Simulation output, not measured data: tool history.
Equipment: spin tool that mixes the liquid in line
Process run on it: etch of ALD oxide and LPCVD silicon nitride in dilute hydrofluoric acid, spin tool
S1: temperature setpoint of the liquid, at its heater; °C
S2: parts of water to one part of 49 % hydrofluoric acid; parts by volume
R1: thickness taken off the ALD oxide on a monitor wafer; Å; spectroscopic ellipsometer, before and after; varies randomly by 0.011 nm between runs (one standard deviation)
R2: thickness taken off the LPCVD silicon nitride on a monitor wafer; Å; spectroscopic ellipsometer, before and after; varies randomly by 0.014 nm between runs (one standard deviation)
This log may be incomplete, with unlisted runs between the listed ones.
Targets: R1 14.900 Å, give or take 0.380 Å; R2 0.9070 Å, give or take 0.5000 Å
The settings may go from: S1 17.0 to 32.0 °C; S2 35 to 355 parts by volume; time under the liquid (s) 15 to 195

{"run": 1, "hour": 0.0, "S1": 24.0, "S2": 195, "time under the liquid (s)": 100, "R1": 51.146, "R2": 2.7022}
{"run": 2, "hour": 3.4, "S1": 21.0, "S2": 195, "time under the liquid (s)": 100, "R1": 45.546, "R2": 1.9003}
{"run": 3, "hour": 5.4, "S1": 21.0, "S2": 220, "time under the liquid (s)": 100, "R1": 39.142, "R2": 2.0667}
{"run": 4, "hour": 8.4, "S1": 20.0, "S2": 250, "time under the liquid (s)": 100, "R1": 32.089, "R2": 1.6376}
{"run": 5, "hour": 9.5, "S1": 19.5, "S2": 275, "time under the liquid (s)": 100, "R1": 28.162, "R2": 1.2804}
{"run": 6, "hour": 10.5, "S1": 21.0, "S2": 275, "time under the liquid (s)": 100, "R1": 29.884, "R2": 1.5687}
{"run": 7, "hour": 11.8, "S1": 20.0, "S2": 295, "time under the liquid (s)": 95, "R1": 24.965, "R2": 1.7073}
{"run": 8, "hour": 14.4, "S1": 19.5, "S2": 310, "time under the liquid (s)": 95, "R1": 23.198, "R2": 1.5763}

Of the 4 settings listed for the next run, only one would bring every result within its allowed miss of target. Which one?
{"run": "A", "hour": 17.0, "S1": 23.5, "S2": 345, "time under the liquid (s)": 65, "R1": "?", "R2": "?"}
{"run": "B", "hour": 17.0, "S1": 23.0, "S2": 355, "time under the liquid (s)": 65, "R1": "?", "R2": "?"}
{"run": "C", "hour": 17.0, "S1": 27.0, "S2": 340, "time under the liquid (s)": 50, "R1": "?", "R2": "?"}
{"run": "D", "hour": 17.0, "S1": 20.5, "S2": 280, "time under the liquid (s)": 130, "R1": "?", "R2": "?"}

move=A R1=15.975 R2=1.0944
move=B R1=15.126 R2=1.0321
move=C R1=14.095 R2=1.0529
move=D R1=37.474 R2=2.2269
A: moves toward the targets from the last run without getting all of them in spec
B: all results land within tolerance of their targets
C: pushes the last run's worst result past its target
D: lands further from the targets than the last run did
B is the move that brings every result within its allowed miss.
